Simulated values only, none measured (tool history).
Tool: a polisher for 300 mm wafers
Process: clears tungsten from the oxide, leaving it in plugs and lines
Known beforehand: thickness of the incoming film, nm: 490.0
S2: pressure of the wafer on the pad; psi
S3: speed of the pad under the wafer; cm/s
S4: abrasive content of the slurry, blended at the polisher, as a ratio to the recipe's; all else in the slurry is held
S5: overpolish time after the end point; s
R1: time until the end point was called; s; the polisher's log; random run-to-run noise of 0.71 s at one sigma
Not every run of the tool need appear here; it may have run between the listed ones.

run 1 day=0.000 | flow_of_slurry_(ml/min)=165 S2=3.9 S3=90 S4=1.0 S5=8 | R1=110.500
run 2 day=0.329 | flow_of_slurry_(ml/min)=185 S2=3.9 S3=90 S4=1.0 S5=8 | R1=109.950
run 3 day=0.679 | flow_of_slurry_(ml/min)=185 S2=3.9 S3=90 S4=1.0 S5=8 | R1=109.280
run 4 day=0.788 | flow_of_slurry_(ml/min)=165 S2=3.9 S3=90 S4=1.0 S5=8 | R1=111.520
run 5 day=1.075 | flow_of_slurry_(ml/min)=165 S2=4.2 S3=90 S4=1.0 S5=8 | R1=105.010
run 6 day=1.425 | flow_of_slurry_(ml/min)=190 S2=4.2 S3=90 S4=1.0 S5=8 | R1=103.360
run 7 day=1.496 | flow_of_slurry_(ml/min)=190 S2=4.5 S3=90 S4=1.0 S5=8 | R1=97.448
run 8 day=1.650 | flow_of_slurry_(ml/min)=190 S2=4.7 S3=90 S4=1.0 S5=8 | R1=96.441
run 9 day=1.792 | flow_of_slurry_(ml/min)=190 S2=4.9 S3=92 S4=1.0 S5=8 | R1=88.239
run 10 day=2.117 | flow_of_slurry_(ml/min)=190 S2=5.1 S3=92 S4=1.0 S5=8 | R1=86.541
run 11 day=2.383 | flow_of_slurry_(ml/min)=190 S2=5.3 S3=92 S4=1.0 S5=8 | R1=85.034
run 12 day=2.729 | flow_of_slurry_(ml/min)=190 S2=5.4 S3=92 S4=1.0 S5=8 | R1=83.100
run 13 day=2.992 | flow_of_slurry_(ml/min)=205 S2=6.0 S3=92 S4=1.0 S5=8 | R1=75.028

Run 14 comes next. What will it give?
run 14 day=3.238 | flow_of_slurry_(ml/min)=205 S2=6.0 S3=92 S4=1.0 S5=8 | R1=?

Run 14 yielded R1 75.171 s.
